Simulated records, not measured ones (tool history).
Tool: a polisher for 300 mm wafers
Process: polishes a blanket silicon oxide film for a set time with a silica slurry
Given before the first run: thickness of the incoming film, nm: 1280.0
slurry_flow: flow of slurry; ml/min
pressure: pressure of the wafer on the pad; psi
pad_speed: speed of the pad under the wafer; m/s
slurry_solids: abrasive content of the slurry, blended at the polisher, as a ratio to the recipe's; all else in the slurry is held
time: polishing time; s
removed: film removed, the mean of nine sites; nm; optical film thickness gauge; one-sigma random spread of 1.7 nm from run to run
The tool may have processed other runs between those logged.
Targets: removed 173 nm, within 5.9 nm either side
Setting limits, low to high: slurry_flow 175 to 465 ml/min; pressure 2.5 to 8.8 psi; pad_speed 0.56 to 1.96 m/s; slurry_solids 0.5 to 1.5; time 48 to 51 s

{"run": 1, "hour": 0.0, "slurry_flow": 295, "pressure": 5.6, "pad_speed": 1.26, "slurry_solids": 1, "time": 48, "removed": 233.62}
{"run": 2, "hour": 1.7, "slurry_flow": 295, "pressure": 5.6, "pad_speed": 1.56, "slurry_solids": 1, "time": 48, "removed": 255.71}
{"run": 3, "hour": 7.0, "slurry_flow": 295, "pressure": 5.1, "pad_speed": 1.56, "slurry_solids": 1, "time": 48, "removed": 238.44}
{"run": 4, "hour": 10.7, "slurry_flow": 330, "pressure": 5.1, "pad_speed": 1.56, "slurry_solids": 1, "time": 48, "removed": 238.62}
{"run": 5, "hour": 11.7, "slurry_flow": 330, "pressure": 4.5, "pad_speed": 1.56, "slurry_solids": 1, "time": 48, "removed": 216.33}
{"run": 6, "hour": 15.5, "slurry_flow": 330, "pressure": 4.5, "pad_speed": 1.56, "slurry_solids": 1, "time": 51, "removed": 230.64}
{"run": 7, "hour": 22.6, "slurry_flow": 330, "pressure": 4.1, "pad_speed": 1.56, "slurry_solids": 1, "time": 51, "removed": 213.46}
{"run": 8, "hour": 25.2, "slurry_flow": 330, "pressure": 3.8, "pad_speed": 1.56, "slurry_solids": 1, "time": 51, "removed": 193.45}
{"run": 9, "hour": 31.7, "slurry_flow": 320, "pressure": 3.7, "pad_speed": 1.56, "slurry_solids": 1, "time": 51, "removed": 192.35}
{"run": 10, "hour": 34.0, "slurry_flow": 315, "pressure": 3.6, "pad_speed": 1.56, "slurry_solids": 1, "time": 51, "removed": 188.56}
{"run": 11, "hour": 35.4, "slurry_flow": 315, "pressure": 3, "pad_speed": 1.56, "slurry_solids": 1, "time": 51, "removed": 157.97}
{"run": 12, "hour": 38.5, "slurry_flow": 330, "pressure": 3, "pad_speed": 1.56, "slurry_solids": 1, "time": 51, "removed": 158.77}
{"run": 13, "hour": 41.9, "slurry_flow": 330, "pressure": 3.5, "pad_speed": 1.56, "slurry_solids": 1, "time": 51, "removed": 182.43}
{"run": 14, "hour": 45.8, "slurry_flow": 325, "pressure": 3.5, "pad_speed": 1.56, "slurry_solids": 1, "time": 51, "removed": 180.87}
{"run": 15, "hour": 54.4, "slurry_flow": 320, "pressure": 3.5, "pad_speed": 1.56, "slurry_solids": 1, "time": 51, "removed": 184.71}
{"run": 16, "hour": 60.7, "slurry_flow": 320, "pressure": 3.5, "pad_speed": 1.56, "slurry_solids": 1, "time": 51, "removed": 183.85}

Exercise: of the 4 proposed moves below, exactly one satisfies all targets within the stated allowed misses. Which move is it?
{"run": "A", "hour": 67.0, "slurry_flow": 335, "pressure": 3, "pad_speed": 1.78, "slurry_solids": 1.25, "time": 50, "removed": "?"}
{"run": "B", "hour": 67.0, "slurry_flow": 380, "pressure": 3.2, "pad_speed": 1.92, "slurry_solids": 0.9, "time": 51, "removed": "?"}
{"run": "C", "hour": 67.0, "slurry_flow": 360, "pressure": 3.3, "pad_speed": 1.6, "slurry_solids": 1.05, "time": 51, "removed": "?"}
{"run": "D", "hour": 67.0, "slurry_flow": 285, "pressure": 3.3, "pad_speed": 1.6, "slurry_solids": 1, "time": 51, "removed": "?"}

move=A removed=191.99
move=B removed=182.12
move=C removed=182.91
move=D removed=174.08
A: misses by more than the last run did
B: closes in on the targets versus the last run, not all within tolerance yet
C: closes in on the targets versus the last run, not all within tolerance yet
D: every result within its allowed miss
The move that meets every target is D.
